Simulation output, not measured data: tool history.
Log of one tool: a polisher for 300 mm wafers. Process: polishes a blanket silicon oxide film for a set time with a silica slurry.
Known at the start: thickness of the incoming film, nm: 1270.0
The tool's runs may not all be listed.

run,hour,flow of slurry (ml/min),pressure of the wafer on the pad (psi),speed of the pad under the wafer (m/s),abrasive content of the slurry,polishing time (s),film removed (angstrom)
1,0,140,4.5,1.26,1,45,1440.9
2,8.4,135,4.1,1.16,1,45,1248.3
3,15.9,135,4.1,1.16,1.2,45,1347.7
4,19.2,130,3.7,1.06,1.2,45,1137.3
5,22.7,95,3.7,1.06,1.2,45,1076.9
6,24.4,95,3.4,0.98,1.2,45,929.88

The next listed run, before its measurement:
7,31.8,95,3.2,0.94,1.2,45,?

Run 7 gave film removed (angstrom) 865.01.
